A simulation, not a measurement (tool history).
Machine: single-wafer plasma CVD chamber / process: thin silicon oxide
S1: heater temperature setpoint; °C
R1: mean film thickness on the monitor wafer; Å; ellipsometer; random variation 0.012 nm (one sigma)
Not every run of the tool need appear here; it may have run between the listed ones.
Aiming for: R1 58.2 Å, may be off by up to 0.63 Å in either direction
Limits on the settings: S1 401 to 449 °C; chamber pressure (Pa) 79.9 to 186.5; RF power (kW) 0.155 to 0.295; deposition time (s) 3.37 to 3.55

{"run": 1, "hour": 0.0, "S1": 425, "chamber pressure (Pa)": 133.2, "RF power (kW)": 0.225, "deposition time (s)": 3.55, "R1": 64.801}
{"run": 2, "hour": 1.2, "S1": 425, "chamber pressure (Pa)": 127.1, "RF power (kW)": 0.225, "deposition time (s)": 3.55, "R1": 63.428}
{"run": 3, "hour": 4.1, "S1": 425, "chamber pressure (Pa)": 145.1, "RF power (kW)": 0.225, "deposition time (s)": 3.55, "R1": 67.718}
{"run": 4, "hour": 8.9, "S1": 425, "chamber pressure (Pa)": 162.7, "RF power (kW)": 0.225, "deposition time (s)": 3.55, "R1": 70.831}
{"run": 5, "hour": 14.8, "S1": 433, "chamber pressure (Pa)": 162.7, "RF power (kW)": 0.225, "deposition time (s)": 3.55, "R1": 70.512}
{"run": 6, "hour": 19.7, "S1": 434, "chamber pressure (Pa)": 145.3, "RF power (kW)": 0.225, "deposition time (s)": 3.55, "R1": 66.928}
{"run": 7, "hour": 27.0, "S1": 434, "chamber pressure (Pa)": 132.1, "RF power (kW)": 0.225, "deposition time (s)": 3.55, "R1": 64.377}
{"run": 8, "hour": 30.4, "S1": 434, "chamber pressure (Pa)": 122.4, "RF power (kW)": 0.225, "deposition time (s)": 3.55, "R1": 61.794}
{"hour": 37.3, "done": "RF generator calibrated"}
{"run": 9, "hour": 37.3, "S1": 434, "chamber pressure (Pa)": 117.2, "RF power (kW)": 0.225, "deposition time (s)": 3.55, "R1": 61.779}
{"run": 10, "hour": 42.8, "S1": 434, "chamber pressure (Pa)": 111.1, "RF power (kW)": 0.225, "deposition time (s)": 3.55, "R1": 60.103}
{"run": 11, "hour": 46.2, "S1": 434, "chamber pressure (Pa)": 108, "RF power (kW)": 0.225, "deposition time (s)": 3.55, "R1": 59.047}

5 candidate next runs follow, results not yet known. Just one meets every target within its allowed miss. Identify it.
{"run": "A", "hour": 49.6, "S1": 433, "chamber pressure (Pa)": 109.7, "RF power (kW)": 0.235, "deposition time (s)": 3.48, "R1": "?"}
{"run": "B", "hour": 49.6, "S1": 435, "chamber pressure (Pa)": 115.5, "RF power (kW)": 0.225, "deposition time (s)": 3.37, "R1": "?"}
{"run": "C", "hour": 49.6, "S1": 431, "chamber pressure (Pa)": 110.1, "RF power (kW)": 0.225, "deposition time (s)": 3.55, "R1": "?"}
{"run": "D", "hour": 49.6, "S1": 427, "chamber pressure (Pa)": 115.7, "RF power (kW)": 0.24, "deposition time (s)": 3.38, "R1": "?"}
{"run": "E", "hour": 49.6, "S1": 428, "chamber pressure (Pa)": 104.7, "RF power (kW)": 0.24, "deposition time (s)": 3.37, "R1": "?"}

move=A R1=59.617
move=B R1=58.176
move=C R1=59.943
move=D R1=60.344
move=E R1=57.037
A: lands further from the targets than the last run did
B: all results land within tolerance of their targets
C: lands further from the targets than the last run did
D: lands further from the targets than the last run did
E: takes the biggest miss from the last run beyond its target
The right move is B.
